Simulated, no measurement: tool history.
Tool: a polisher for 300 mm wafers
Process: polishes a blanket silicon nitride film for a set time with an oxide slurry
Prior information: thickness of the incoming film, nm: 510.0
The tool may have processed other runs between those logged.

run,hour,flow of slurry (ml/min),pressure of the wafer on the pad (kPa),speed of the pad under the wafer (m/s),abrasive content of the slurry,polishing time (s),film removed (angstrom)
1,0.0,305,24.1,1.02,1.0,46,298.06
2,7.2,305,23.4,1.02,1.0,46,295.41
3,11.1,305,22.8,1.02,1.0,46,279.15
4,17.1,240,22.8,1.02,1.0,46,275.73
# hour 24.8: head pressure recalibrated
5,24.8,240,22.8,1.16,1.0,46,284.55
6,28.3,240,24.8,1.16,1.0,46,303.72
7,34.1,240,23.4,1.14,1.0,46,288.75
8,36.3,240,22.8,1.14,1.0,46,285.37

Predict the results of run 9:
9,37.1,240,22.1,1.14,1.0,46,?

Logged for run 9: film removed (angstrom) 282.82.
